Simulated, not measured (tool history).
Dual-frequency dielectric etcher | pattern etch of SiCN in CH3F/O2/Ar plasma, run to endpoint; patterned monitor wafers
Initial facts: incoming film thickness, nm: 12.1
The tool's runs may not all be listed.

| run | hour | source power (W) | bias power (W) | endpoint time (s) |
|---|---|---|---|---|
| 1 | 0 | 300 | 95 | 34.846 |
| 2 | 4.5 | 260 | 95 | 36.42 |
| 3 | 9 | 280 | 96 | 35.427 |
| 4 | 15.3 | 330 | 96 | 34.129 |
| 5 | 20.1 | 340 | 99 | 33.339 |
| 6 | 23.7 | 340 | 108 | 31.824 |
| 7 | 31.7 | 350 | 109 | 31.487 |
| 8 | 38 | 350 | 109 | 31.259 |

Expected results for the next run?
| 9 | 39.8 | 360 | 109 | ? |

Run 9 came out at endpoint time (s) 31.309.
